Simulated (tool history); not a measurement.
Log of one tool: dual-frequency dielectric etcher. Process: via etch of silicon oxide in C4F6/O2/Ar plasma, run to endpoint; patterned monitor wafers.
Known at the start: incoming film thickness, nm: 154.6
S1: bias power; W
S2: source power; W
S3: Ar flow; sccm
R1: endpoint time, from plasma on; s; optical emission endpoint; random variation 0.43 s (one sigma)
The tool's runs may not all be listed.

Run 1, hour 0.0: S1 439 W, S2 400 W, S3 318 sccm. Result: R1 37.412 s.
Run 2, hour 8.5: S1 439 W, S2 360 W, S3 318 sccm. Result: R1 38.562 s.
Run 3, hour 15.5: S1 439 W, S2 360 W, S3 357 sccm. Result: R1 38.941 s.
Run 4, hour 19.5: S1 439 W, S2 360 W, S3 307 sccm. Result: R1 38.091 s.
Run 5, hour 26.9: S1 439 W, S2 360 W, S3 329 sccm. Result: R1 38.092 s.
Run 6, hour 27.6: S1 398 W, S2 360 W, S3 329 sccm. Result: R1 40.467 s.
Run 7, hour 30.5: S1 382 W, S2 350 W, S3 331 sccm. Result: R1 41.529 s.

The next listed run, before its measurement:
At hour 35.7: wet clean of the chamber.
Run 8, hour 35.7: S1 368 W, S2 340 W, S3 332 sccm. Result: R1 ?.

Run 8 gave R1 44.449 s.
